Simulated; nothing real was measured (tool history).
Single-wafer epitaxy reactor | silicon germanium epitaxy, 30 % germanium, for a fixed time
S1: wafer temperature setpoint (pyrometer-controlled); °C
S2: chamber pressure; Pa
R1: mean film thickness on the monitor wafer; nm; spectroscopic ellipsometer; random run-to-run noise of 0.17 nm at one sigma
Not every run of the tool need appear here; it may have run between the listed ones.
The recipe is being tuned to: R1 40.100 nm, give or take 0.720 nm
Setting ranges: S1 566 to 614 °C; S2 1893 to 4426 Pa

Run 1, hour 0.0: S1 590 °C, S2 3160 Pa. Result: R1 57.161 nm.
Run 2, hour 6.1: S1 590 °C, S2 3560 Pa. Result: R1 60.060 nm.
Run 3, hour 9.5: S1 582 °C, S2 3560 Pa. Result: R1 52.958 nm.
Run 4, hour 15.3: S1 576 °C, S2 3560 Pa. Result: R1 47.697 nm.
Run 5, hour 21.7: S1 573 °C, S2 3546 Pa. Result: R1 45.209 nm.
Run 6, hour 30.2: S1 571 °C, S2 3533 Pa. Result: R1 43.607 nm.
Run 7, hour 36.8: S1 570 °C, S2 3533 Pa. Result: R1 43.245 nm.
Run 8, hour 44.3: S1 570 °C, S2 3533 Pa. Result: R1 42.947 nm.

Below are 4 possible settings for the next run. Only one of them brings all results inside the allowed miss of their targets. Which is it?
Run A, hour 51.8: S1 567 °C, S2 3386 Pa. Result: R1 ?.
Run B, hour 51.8: S1 566 °C, S2 3253 Pa. Result: R1 ?.
Run C, hour 51.8: S1 566 °C, S2 3213 Pa. Result: R1 ?.
Run D, hour 51.8: S1 569 °C, S2 2800 Pa. Result: R1 ?.

move      R1
   A  40.202
   B  38.939
   C  38.761
   D  38.784
A: each result inside its tolerance
B: the result that was furthest off in the last run now lies on the other side of its target
C: the result that was furthest off in the last run now lies on the other side of its target
D: the result that was furthest off in the last run now lies on the other side of its target
Answer: A
